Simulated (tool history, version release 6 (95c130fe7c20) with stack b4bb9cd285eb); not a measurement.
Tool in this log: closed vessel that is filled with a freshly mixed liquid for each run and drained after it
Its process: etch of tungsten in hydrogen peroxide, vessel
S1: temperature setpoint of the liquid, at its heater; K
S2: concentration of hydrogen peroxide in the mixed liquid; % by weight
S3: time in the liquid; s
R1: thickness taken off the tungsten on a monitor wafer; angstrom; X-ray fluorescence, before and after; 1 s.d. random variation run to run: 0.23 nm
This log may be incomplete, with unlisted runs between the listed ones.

run	hour	S1	S2	S3	R1
1	0	319.15	16	30	472.87
2	7	324.65	16	30	641.58
3	12.9	324.65	16	30	660.95
4	17.1	324.65	19	30	715.09
5	25.1	324.65	19	30	721.21
6	27	319.65	19	30	517.07
7	28.8	316.15	19	30	417.82
8	29.5	313.65	19	30	356.35
9	31.6	311.65	19	30	317.02
10	36.5	310.15	19	30	282.79
11	37.9	309.15	19	30	264.06
12	40.7	308.65	19	30	259.19

Run 13 has not been measured yet. What should we expect?
13	47.3	308.15	19	30	?

Run 13 produced R1 252.83 angstrom.
